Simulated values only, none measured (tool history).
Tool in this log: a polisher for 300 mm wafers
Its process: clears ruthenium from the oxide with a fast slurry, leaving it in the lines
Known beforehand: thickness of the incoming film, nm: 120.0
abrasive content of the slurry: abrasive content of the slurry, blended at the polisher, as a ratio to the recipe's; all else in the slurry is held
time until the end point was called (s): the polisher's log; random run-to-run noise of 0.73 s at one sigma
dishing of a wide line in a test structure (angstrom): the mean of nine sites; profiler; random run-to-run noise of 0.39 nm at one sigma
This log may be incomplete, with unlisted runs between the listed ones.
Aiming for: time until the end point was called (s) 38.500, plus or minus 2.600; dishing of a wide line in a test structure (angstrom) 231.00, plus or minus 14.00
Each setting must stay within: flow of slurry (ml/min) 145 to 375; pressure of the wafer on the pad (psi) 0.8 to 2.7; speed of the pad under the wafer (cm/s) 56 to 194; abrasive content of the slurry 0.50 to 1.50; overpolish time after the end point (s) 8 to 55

run,hour,flow of slurry (ml/min),pressure of the wafer on the pad (psi),speed of the pad under the wafer (cm/s),abrasive content of the slurry,overpolish time after the end point (s),time until the end point was called (s),dishing of a wide line in a test structure (angstrom)
1,0.0,240,1.7,124,1.00,28,36.785,693.35
2,6.2,240,1.7,124,0.90,28,40.730,644.27
3,12.1,235,1.6,124,0.95,24,42.010,553.65
4,15.4,235,1.9,124,0.95,24,35.778,649.72
5,23.4,180,1.9,124,0.95,24,37.462,615.40
6,27.0,180,2.1,124,0.95,24,33.658,648.54
7,35.1,175,2.1,112,0.95,21,38.054,570.11
8,37.0,245,1.6,148,0.70,8,44.013,208.53

Which single option among these 5 for the next run brings every result within its allowed miss of target? Just one does.
A,38.9,205,1.3,144,0.80,8,?,?
B,38.9,280,1.6,142,0.70,9,?,?
C,38.9,280,2.1,144,0.60,8,?,?
D,38.9,200,2.0,142,0.50,8,?,?
E,38.9,305,1.4,184,0.60,8,?,?

move,time until the end point was called (s),dishing of a wide line in a test structure (angstrom)
A,50.463,176.30
B,44.437,221.49
C,38.149,228.70
D,50.201,177.17
E,44.140,199.82
A: lands further from the targets than the last run did
B: lands further from the targets than the last run did
C: all results land within tolerance of their targets
D: lands further from the targets than the last run did
E: lands further from the targets than the last run did
C meets every target.

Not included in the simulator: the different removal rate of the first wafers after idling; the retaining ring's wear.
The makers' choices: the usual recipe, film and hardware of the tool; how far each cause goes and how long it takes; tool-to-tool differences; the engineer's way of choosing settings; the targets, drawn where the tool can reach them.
